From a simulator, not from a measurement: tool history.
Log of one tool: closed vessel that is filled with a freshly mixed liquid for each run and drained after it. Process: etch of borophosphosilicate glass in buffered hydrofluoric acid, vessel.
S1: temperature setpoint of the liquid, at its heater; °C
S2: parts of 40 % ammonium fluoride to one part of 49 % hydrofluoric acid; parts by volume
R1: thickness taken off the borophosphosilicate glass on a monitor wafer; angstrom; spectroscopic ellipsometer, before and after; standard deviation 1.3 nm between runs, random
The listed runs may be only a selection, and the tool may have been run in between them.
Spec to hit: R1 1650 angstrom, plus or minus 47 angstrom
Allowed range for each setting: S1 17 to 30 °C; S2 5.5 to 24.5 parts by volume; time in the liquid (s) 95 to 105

Run 1, day 0: S1 22 °C, S2 15 parts by volume, time in the liquid (s) 95. Result: R1 1244.9 angstrom.
Run 2, day 0.308: S1 22 °C, S2 18 parts by volume, time in the liquid (s) 95. Result: R1 1039.5 angstrom.
Run 3, day 0.558: S1 23.5 °C, S2 18 parts by volume, time in the liquid (s) 95. Result: R1 1126.1 angstrom.
Run 4, day 0.812: S1 24.5 °C, S2 18 parts by volume, time in the liquid (s) 95. Result: R1 1197.6 angstrom.
Run 5, day 1.054: S1 24.5 °C, S2 18 parts by volume, time in the liquid (s) 105. Result: R1 1299.6 angstrom.
Run 6, day 1.412: S1 24.5 °C, S2 22 parts by volume, time in the liquid (s) 105. Result: R1 1100.4 angstrom.
Run 7, day 1.446: S1 28.5 °C, S2 19 parts by volume, time in the liquid (s) 105. Result: R1 1519.3 angstrom.
Run 8, day 1.504: S1 30 °C, S2 18.5 parts by volume, time in the liquid (s) 105. Result: R1 1696.9 angstrom.

4 next moves are on the table. One of them brings every result within its allowed miss. Which?
Run A, day 1.562: S1 29 °C, S2 16 parts by volume, time in the liquid (s) 100. Result: R1 ?.
Run B, day 1.562: S1 30 °C, S2 15.5 parts by volume, time in the liquid (s) 95. Result: R1 ?.
Run C, day 1.562: S1 30 °C, S2 18 parts by volume, time in the liquid (s) 105. Result: R1 ?.
Run D, day 1.562: S1 30 °C, S2 19 parts by volume, time in the liquid (s) 105. Result: R1 ?.

move      R1
   A  1781.1
   B  1839.6
   C  1754.8
   D  1663.8
A: further off than the last run
B: further off than the last run
C: further off than the last run
D: all results in spec
Move D is the one to make.
